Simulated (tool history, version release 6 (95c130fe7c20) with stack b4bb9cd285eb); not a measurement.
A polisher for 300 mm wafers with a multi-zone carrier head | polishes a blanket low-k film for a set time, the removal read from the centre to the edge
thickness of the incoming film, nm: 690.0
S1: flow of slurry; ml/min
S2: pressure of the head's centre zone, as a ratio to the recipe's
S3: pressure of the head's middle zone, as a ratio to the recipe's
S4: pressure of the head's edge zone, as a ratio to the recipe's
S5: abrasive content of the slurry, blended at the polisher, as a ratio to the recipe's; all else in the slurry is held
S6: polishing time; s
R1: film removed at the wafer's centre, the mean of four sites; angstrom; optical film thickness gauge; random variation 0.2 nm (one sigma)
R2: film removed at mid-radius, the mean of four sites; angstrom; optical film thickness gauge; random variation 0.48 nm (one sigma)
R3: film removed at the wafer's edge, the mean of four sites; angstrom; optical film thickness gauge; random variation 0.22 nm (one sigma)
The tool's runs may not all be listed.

run	hour	S1	S2	S3	S4	S5	S6	R1	R2	R3
1	0	225	1	1	1	1	88	297.3	306.06	314.02
2	6.7	235	1.02	1.01	0.98	1	88	305.38	303.92	316.65
3	13	255	1.02	1.01	0.98	1	88	311.12	320.84	320.78
4	16.9	260	1.04	1.03	0.96	0.95	88	311.61	318.68	311.46
5	23.7	265	1.05	1.04	0.94	0.95	88	317.28	328.19	308.49
6	29	265	1.06	1.04	0.92	0.95	88	315.33	315.64	306.91
7	35.2	270	1.07	1.05	0.91	0.9	88	317.1	328.93	304.3

Forecast run 8:
8	44	275	1.08	1.05	0.9	0.85	88	?	?	?

{"run 8": {"R1": 314.93, "R2": 318.97, "R3": 293.29}}
